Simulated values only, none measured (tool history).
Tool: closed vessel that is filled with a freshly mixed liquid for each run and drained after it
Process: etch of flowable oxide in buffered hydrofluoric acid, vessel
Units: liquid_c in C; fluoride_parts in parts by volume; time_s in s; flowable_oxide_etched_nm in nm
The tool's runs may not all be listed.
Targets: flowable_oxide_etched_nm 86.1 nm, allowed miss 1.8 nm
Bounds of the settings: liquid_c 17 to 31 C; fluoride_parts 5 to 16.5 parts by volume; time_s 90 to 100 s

Run 1, hour 0: liquid_c 23 C, fluoride_parts 10 parts by volume, time_s 90 s. Result: flowable_oxide_etched_nm 155.45 nm.
Run 2, hour 8.5: liquid_c 21.5 C, fluoride_parts 10.5 parts by volume, time_s 90 s. Result: flowable_oxide_etched_nm 136.03 nm.
Run 3, hour 11.7: liquid_c 21.5 C, fluoride_parts 10.5 parts by volume, time_s 90 s. Result: flowable_oxide_etched_nm 136.36 nm.
Run 4, hour 17.7: liquid_c 20.5 C, fluoride_parts 11 parts by volume, time_s 90 s. Result: flowable_oxide_etched_nm 124.45 nm.
Run 5, hour 24.7: liquid_c 19.5 C, fluoride_parts 11.5 parts by volume, time_s 90 s. Result: flowable_oxide_etched_nm 113.19 nm.
Run 6, hour 33.5: liquid_c 19.5 C, fluoride_parts 11.5 parts by volume, time_s 90 s. Result: flowable_oxide_etched_nm 111.59 nm.
Run 7, hour 35.3: liquid_c 19 C, fluoride_parts 12 parts by volume, time_s 90 s. Result: flowable_oxide_etched_nm 104.6 nm.
Run 8, hour 36.3: liquid_c 18.5 C, fluoride_parts 12 parts by volume, time_s 90 s. Result: flowable_oxide_etched_nm 101.76 nm.
Run 9, hour 41.2: liquid_c 18 C, fluoride_parts 12 parts by volume, time_s 90 s. Result: flowable_oxide_etched_nm 99.021 nm.
Run 10, hour 44: liquid_c 17.5 C, fluoride_parts 12.5 parts by volume, time_s 90 s. Result: flowable_oxide_etched_nm 91.949 nm.

4 next moves are on the table. One of them brings every result within its allowed miss. Which?
Run A, hour 46.8: liquid_c 18 C, fluoride_parts 13 parts by volume, time_s 90 s. Result: flowable_oxide_etched_nm ?.
Run B, hour 46.8: liquid_c 18 C, fluoride_parts 14.5 parts by volume, time_s 100 s. Result: flowable_oxide_etched_nm ?.
Run C, hour 46.8: liquid_c 17.5 C, fluoride_parts 13.5 parts by volume, time_s 90 s. Result: flowable_oxide_etched_nm ?.
Run D, hour 46.8: liquid_c 17 C, fluoride_parts 12.5 parts by volume, time_s 90 s. Result: flowable_oxide_etched_nm ?.

move  flowable_oxide_etched_nm
   A                    91.192
   B                     91.02
   C                    85.412
   D                    89.518
A: nearer than the last run, and not there yet
B: nearer than the last run, and not there yet
C: meets every target
D: nearer than the last run, and not there yet
Answer: C
